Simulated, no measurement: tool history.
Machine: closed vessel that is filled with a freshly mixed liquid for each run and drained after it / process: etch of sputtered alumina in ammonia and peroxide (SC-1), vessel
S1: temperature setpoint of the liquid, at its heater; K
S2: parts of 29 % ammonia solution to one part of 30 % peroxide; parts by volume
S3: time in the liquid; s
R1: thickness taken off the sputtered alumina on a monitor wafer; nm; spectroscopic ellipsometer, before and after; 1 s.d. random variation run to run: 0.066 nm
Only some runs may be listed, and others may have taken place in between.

{"run": 1, "hour": 0.0, "S1": 329.15, "S2": 0.7, "S3": 410, "R1": 29.366}
{"run": 2, "hour": 4.5, "S1": 325.65, "S2": 0.7, "S3": 410, "R1": 24.343}
{"run": 3, "hour": 5.2, "S1": 323.15, "S2": 0.7, "S3": 410, "R1": 21.279}
{"run": 4, "hour": 6.7, "S1": 328.65, "S2": 0.7, "S3": 410, "R1": 28.411}
{"run": 5, "hour": 9.7, "S1": 326.15, "S2": 0.7, "S3": 410, "R1": 24.956}
{"run": 6, "hour": 14.2, "S1": 326.15, "S2": 0.7, "S3": 440, "R1": 27.053}
{"run": 7, "hour": 22.9, "S1": 323.15, "S2": 0.7, "S3": 440, "R1": 22.772}

Forecast run 8:
{"run": 8, "hour": 31.8, "S1": 321.15, "S2": 0.7, "S3": 440, "R1": "?"}

R1: 20.413 nm
